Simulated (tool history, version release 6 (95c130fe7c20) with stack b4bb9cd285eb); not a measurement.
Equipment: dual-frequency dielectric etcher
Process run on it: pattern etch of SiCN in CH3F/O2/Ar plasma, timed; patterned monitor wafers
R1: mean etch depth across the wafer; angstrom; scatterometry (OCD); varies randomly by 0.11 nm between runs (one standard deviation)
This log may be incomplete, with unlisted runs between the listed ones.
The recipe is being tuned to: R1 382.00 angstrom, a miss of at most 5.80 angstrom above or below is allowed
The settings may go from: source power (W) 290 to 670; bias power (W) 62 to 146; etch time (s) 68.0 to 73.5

run 1 hour=0.0 | source_power_(W)=480 bias_power_(W)=104 etch_time_(s)=73.5 | R1=318.28
run 2 hour=3.9 | source_power_(W)=480 bias_power_(W)=122 etch_time_(s)=73.5 | R1=347.62
run 3 hour=6.3 | source_power_(W)=500 bias_power_(W)=122 etch_time_(s)=73.5 | R1=349.46
run 4 hour=12.0 | source_power_(W)=500 bias_power_(W)=122 etch_time_(s)=68.0 | R1=324.73
run 5 hour=15.3 | source_power_(W)=520 bias_power_(W)=125 etch_time_(s)=68.0 | R1=330.54
run 6 hour=23.9 | source_power_(W)=520 bias_power_(W)=125 etch_time_(s)=73.5 | R1=358.52
run 7 hour=26.3 | source_power_(W)=530 bias_power_(W)=125 etch_time_(s)=73.5 | R1=359.77
run 8 hour=31.6 | source_power_(W)=540 bias_power_(W)=125 etch_time_(s)=73.5 | R1=360.82
run 9 hour=33.8 | source_power_(W)=550 bias_power_(W)=125 etch_time_(s)=73.5 | R1=361.86

Which single option among these 4 for the next run brings every result within its allowed miss of target? Just one does.
run A hour=36.0 | source_power_(W)=480 bias_power_(W)=146 etch_time_(s)=73.5 | R1=?
run B hour=36.0 | source_power_(W)=660 bias_power_(W)=123 etch_time_(s)=71.5 | R1=?
run C hour=36.0 | source_power_(W)=580 bias_power_(W)=124 etch_time_(s)=73.5 | R1=?
run D hour=36.0 | source_power_(W)=670 bias_power_(W)=133 etch_time_(s)=69.5 | R1=?

move=A R1=379.79
move=B R1=367.28
move=C R1=366.36
move=D R1=373.01
A: hits every target within its allowed miss
B: nearer the targets than the last run, but a result is still out of spec
C: nearer the targets than the last run, but a result is still out of spec
D: nearer the targets than the last run, but a result is still out of spec
Correct choice: A, which meets every target
